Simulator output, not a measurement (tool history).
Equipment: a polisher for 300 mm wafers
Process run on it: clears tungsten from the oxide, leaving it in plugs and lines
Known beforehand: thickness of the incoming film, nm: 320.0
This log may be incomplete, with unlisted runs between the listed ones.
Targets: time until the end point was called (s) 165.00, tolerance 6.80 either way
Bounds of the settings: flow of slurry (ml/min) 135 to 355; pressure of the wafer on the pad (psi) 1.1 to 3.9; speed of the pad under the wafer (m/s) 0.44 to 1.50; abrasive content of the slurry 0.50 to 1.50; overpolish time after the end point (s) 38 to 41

| run | hour | flow of slurry (ml/min) | pressure of the wafer on the pad (psi) | speed of the pad under the wafer (m/s) | abrasive content of the slurry | overpolish time after the end point (s) | time until the end point was called (s) |
|---|---|---|---|---|---|---|---|
| 1 | 0.0 | 225 | 2.5 | 0.96 | 1.00 | 38 | 131.75 |
| 2 | 5.3 | 225 | 2.5 | 1.20 | 1.00 | 38 | 114.37 |
| 3 | 12.2 | 225 | 2.5 | 0.98 | 1.00 | 38 | 128.18 |
| 4 | 16.9 | 225 | 2.4 | 0.98 | 1.00 | 38 | 133.75 |
| 5 | 22.5 | 265 | 2.4 | 0.98 | 1.00 | 38 | 131.72 |
| 6 | 29.4 | 305 | 2.4 | 0.98 | 1.00 | 38 | 128.89 |
| 7 | 31.5 | 305 | 2.3 | 0.98 | 1.00 | 38 | 136.55 |
| 8 | 39.6 | 305 | 2.2 | 0.98 | 1.00 | 38 | 138.22 |
| 9 | 46.3 | 305 | 2.1 | 0.98 | 1.00 | 38 | 145.49 |

5 candidate next runs follow, results not yet known. Just one meets every target within its allowed miss. Identify it.
| A | 53.0 | 345 | 1.3 | 1.10 | 1.05 | 41 | ? |
| B | 53.0 | 345 | 2.4 | 0.82 | 1.20 | 41 | ? |
| C | 53.0 | 310 | 2.4 | 0.96 | 1.05 | 41 | ? |
| D | 53.0 | 275 | 2.6 | 1.08 | 1.05 | 41 | ? |
| E | 53.0 | 290 | 2.0 | 0.78 | 1.15 | 38 | ? |

| move | time until the end point was called (s) |
|---|---|
| A | 181.91 |
| B | 136.10 |
| C | 129.75 |
| D | 114.41 |
| E | 163.98 |
A: pushes the last run's worst result past its target
B: lands further from the targets than the last run did
C: lands further from the targets than the last run did
D: lands further from the targets than the last run did
E: in spec on every target
So the answer is move E, the one that meets all the targets.
